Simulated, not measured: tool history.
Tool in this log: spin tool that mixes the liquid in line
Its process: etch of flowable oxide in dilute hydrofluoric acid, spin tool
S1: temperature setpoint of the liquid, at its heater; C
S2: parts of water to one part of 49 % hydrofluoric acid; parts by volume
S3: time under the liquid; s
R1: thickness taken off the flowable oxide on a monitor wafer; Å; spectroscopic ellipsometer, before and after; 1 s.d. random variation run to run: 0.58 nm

run    day    S1   S2   S3      R1
  1      0    20  105  215  430.51
  2  0.333    17  105  215   381.2
  3  0.679    20   95  215  475.63
  4  0.938  22.5   95  215  530.56
  5  0.962    26   95  215  605.43
  6   1.15  26.5   90  215  668.43
  7  1.333    27   85  215  719.21
  8  1.596  27.5   80  215  799.13

For run 9, what comes out?
  9  1.625  28  80  215   ?

{"run 9": {"R1": 811.74}}
